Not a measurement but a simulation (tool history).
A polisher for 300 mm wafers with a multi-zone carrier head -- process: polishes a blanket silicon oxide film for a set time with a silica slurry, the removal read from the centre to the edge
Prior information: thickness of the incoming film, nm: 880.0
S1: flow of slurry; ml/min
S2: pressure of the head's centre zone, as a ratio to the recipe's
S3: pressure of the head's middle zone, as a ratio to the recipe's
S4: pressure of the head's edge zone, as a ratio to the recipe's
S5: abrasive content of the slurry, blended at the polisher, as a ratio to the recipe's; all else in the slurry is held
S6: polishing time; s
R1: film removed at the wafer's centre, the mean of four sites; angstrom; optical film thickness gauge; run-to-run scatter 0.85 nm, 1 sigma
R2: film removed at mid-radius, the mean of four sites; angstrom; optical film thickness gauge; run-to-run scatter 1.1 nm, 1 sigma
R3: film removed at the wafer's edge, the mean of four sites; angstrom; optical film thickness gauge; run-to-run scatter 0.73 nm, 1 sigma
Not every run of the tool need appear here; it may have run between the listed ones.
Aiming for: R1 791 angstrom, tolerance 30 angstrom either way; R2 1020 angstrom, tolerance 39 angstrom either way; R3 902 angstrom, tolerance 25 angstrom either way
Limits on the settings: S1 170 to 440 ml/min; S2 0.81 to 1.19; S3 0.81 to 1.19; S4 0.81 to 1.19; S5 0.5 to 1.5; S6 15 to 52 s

run  hour   S1    S2    S3    S4   S5  S6      R1      R2      R3
  1     0  280     1     1     1    1  33  1126.8  1121.7  1158.5
  2   8.5  280     1  0.96     1    1  33  1126.3  1077.5  1161.4
  3    10  280  1.04  0.96     1    1  33  1178.9  1080.4  1178.6
  4  15.7  280  1.04  0.96     1  0.8  33  1045.6  959.54  1053.5
  5  16.5  280  1.04  0.88     1  0.8  33  1069.6  897.42  1024.7
  6  19.6  280  1.04  0.88  1.04  0.8  33  1064.7  905.09  1061.4
  7  26.2  245  0.94  0.98  0.94  0.7  33  857.45  888.12   924.5
  8    30  245  0.93     1  0.93  0.7  33   859.9  897.49  932.29
  9  36.9  245  0.92  1.02  0.92  0.7  33  844.73  923.85  920.21
 10  45.6  245  0.91  1.03  0.91  0.7  33  846.39  940.04  909.02
 11  52.8  245   0.9  1.04  0.91  0.7  33  839.67  948.21  912.68
 12  59.8  245  0.89  1.05  0.91  0.7  33  819.72  936.96  922.51
 13  68.2  245  0.89  1.06   0.9  0.7  33  835.01  950.38  906.51
 14  70.9  245  0.88  1.07   0.9  0.7  33  817.42  973.87  911.35
 15  71.8  245  0.88  1.08   0.9  0.7  33  791.72  982.97  914.03

Exercise: of the 5 proposed moves below, exactly one satisfies all targets within the stated allowed misses. Which move is it?
  A  72.7  170  0.86  1.03   0.9  0.75  34   ?   ?   ?
  B  72.7  235  0.86  1.11  0.87  0.65  35   ?   ?   ?
  C  72.7  270  0.85  1.07  0.97   0.7  34   ?   ?   ?
  D  72.7  170  0.85  1.06  0.97   0.7  36   ?   ?   ?
  E  72.7  185   0.9  1.09     1  0.55  37   ?   ?   ?

move      R1      R2      R3
   A  781.45  944.73  928.18
   B  790.37  1011.4  903.44
   C  807.75  1011.8  977.13
   D  787.08  986.36  979.02
   E  755.72  913.22  893.89
A: lands further from the targets than the last run did
B: meets every target
C: gets the furthest-off result to its target, but another result is out of tolerance
D: gets the furthest-off result to its target, but another result is out of tolerance
E: lands further from the targets than the last run did
Correct choice: B, which meets every target
